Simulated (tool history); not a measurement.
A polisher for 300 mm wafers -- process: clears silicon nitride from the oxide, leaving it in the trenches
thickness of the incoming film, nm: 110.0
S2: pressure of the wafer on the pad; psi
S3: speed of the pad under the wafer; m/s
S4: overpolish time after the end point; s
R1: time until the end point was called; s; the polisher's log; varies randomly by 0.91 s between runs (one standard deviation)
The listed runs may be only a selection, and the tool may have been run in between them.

Run 1, day 0: flow of slurry (ml/min) 265, S2 3 psi, S3 1.14 m/s, S4 5 s. Result: R1 96.59 s.
Run 2, day 0.229: flow of slurry (ml/min) 265, S2 3 psi, S3 1.3 m/s, S4 5 s. Result: R1 83.927 s.
Run 3, day 0.342: flow of slurry (ml/min) 265, S2 3.1 psi, S3 1.3 m/s, S4 5 s. Result: R1 79.87 s.
Run 4, day 0.712: flow of slurry (ml/min) 265, S2 3.2 psi, S3 1.3 m/s, S4 5 s. Result: R1 80.002 s.
Run 5, day 0.825: flow of slurry (ml/min) 265, S2 3.2 psi, S3 1.3 m/s, S4 5 s. Result: R1 79.657 s.
Run 6, day 0.921: flow of slurry (ml/min) 310, S2 3.2 psi, S3 1.3 m/s, S4 5 s. Result: R1 76.721 s.
Run 7, day 1.071: flow of slurry (ml/min) 315, S2 3.3 psi, S3 1.3 m/s, S4 5 s. Result: R1 77.048 s.

Estimate the outcome of run 8 from the log above:
At day 1.371: worn pad replaced by a new one.
Run 8, day 1.371: flow of slurry (ml/min) 315, S2 3.4 psi, S3 1.3 m/s, S4 5 s. Result: R1 ?.

Run 8 yielded R1 67.714 s.

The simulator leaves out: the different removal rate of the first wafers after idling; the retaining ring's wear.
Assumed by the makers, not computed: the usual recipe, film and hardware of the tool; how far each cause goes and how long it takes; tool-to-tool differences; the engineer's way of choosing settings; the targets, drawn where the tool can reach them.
